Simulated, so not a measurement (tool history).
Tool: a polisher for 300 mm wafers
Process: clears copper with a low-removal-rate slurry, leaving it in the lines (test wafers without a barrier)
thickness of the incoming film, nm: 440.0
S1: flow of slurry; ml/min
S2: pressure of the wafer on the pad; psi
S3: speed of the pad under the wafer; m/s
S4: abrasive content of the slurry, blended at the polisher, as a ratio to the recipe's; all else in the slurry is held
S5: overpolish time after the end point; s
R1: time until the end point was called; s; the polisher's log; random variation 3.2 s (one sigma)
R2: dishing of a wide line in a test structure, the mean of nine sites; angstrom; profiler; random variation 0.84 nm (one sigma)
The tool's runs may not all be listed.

run  hour   S1   S2    S3  S4  S5      R1      R2
  1     0  285  3.7  1.08   1  17  143.75  408.05
  2     9  285  3.6  1.08   1  18  151.13  405.53
  3   9.6  285  3.5  1.08   1  19   150.5  413.95
  4  17.4  285  3.5  1.08   1  23  149.75  493.08
  5  21.6  235  3.5  1.08   1  23  154.11  474.92
  6  27.9  235  3.5   1.2   1  23  138.33  515.85
  7  35.1  235  3.4   1.2   1  23  147.88  503.48
  8  42.3  235  3.3   1.2   1  23  146.84  514.41

The next listed run, before its measurement:
       43  -- slurry blender recalibrated
  9    43  235  2.3  1.16   1  24   ?   ?

R1: 207.73 s
R2: 385.06 angstrom
